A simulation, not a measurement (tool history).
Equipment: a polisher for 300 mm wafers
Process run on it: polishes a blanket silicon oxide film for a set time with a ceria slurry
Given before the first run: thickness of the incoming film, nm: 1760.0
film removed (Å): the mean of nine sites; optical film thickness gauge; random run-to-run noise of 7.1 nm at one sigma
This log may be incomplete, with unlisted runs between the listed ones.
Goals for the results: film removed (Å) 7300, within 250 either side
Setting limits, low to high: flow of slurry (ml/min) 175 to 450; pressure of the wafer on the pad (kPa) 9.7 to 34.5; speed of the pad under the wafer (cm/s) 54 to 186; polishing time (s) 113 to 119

| run | hour | flow of slurry (ml/min) | pressure of the wafer on the pad (kPa) | speed of the pad under the wafer (cm/s) | polishing time (s) | film removed (Å) |
|---|---|---|---|---|---|---|
| 1 | 0 | 290 | 22.1 | 118 | 113 | 6169.2 |
| 2 | 7.9 | 290 | 17.9 | 118 | 113 | 5083.4 |
| 3 | 9.6 | 290 | 14.5 | 118 | 113 | 4106.5 |
| 4 | 11.8 | 290 | 14.5 | 104 | 113 | 3600.9 |
| 5 | 12.8 | 330 | 14.5 | 104 | 113 | 3702.1 |
| 6 | 13.6 | 330 | 14.5 | 104 | 113 | 3649.1 |
| 7 | 20 | 330 | 15.9 | 104 | 113 | 4004.7 |
| 8 | 28.5 | 330 | 22.1 | 106 | 113 | 5705 |
| 9 | 35.7 | 330 | 22.8 | 106 | 113 | 5769.7 |
| 10 | 36.9 | 330 | 23.4 | 106 | 113 | 5848.2 |
| 11 | 40.5 | 330 | 29.6 | 108 | 113 | 7507.8 |

Of the 4 settings listed for the next run, only one would bring every result within its allowed miss of target. Which one?
| A | 44.1 | 225 | 30.3 | 108 | 116 | ? |
| B | 44.1 | 320 | 26.9 | 116 | 113 | ? |
| C | 44.1 | 315 | 28.3 | 110 | 119 | ? |
| D | 44.1 | 355 | 29 | 110 | 117 | ? |

| move | film removed (Å) |
|---|---|
| A | 7696.9 |
| B | 7387.8 |
| C | 7749.4 |
| D | 7874.2 |
A: lands further from the targets than the last run did
B: in spec on every target
C: lands further from the targets than the last run did
D: lands further from the targets than the last run did
So the answer is move B, the one that meets all the targets.

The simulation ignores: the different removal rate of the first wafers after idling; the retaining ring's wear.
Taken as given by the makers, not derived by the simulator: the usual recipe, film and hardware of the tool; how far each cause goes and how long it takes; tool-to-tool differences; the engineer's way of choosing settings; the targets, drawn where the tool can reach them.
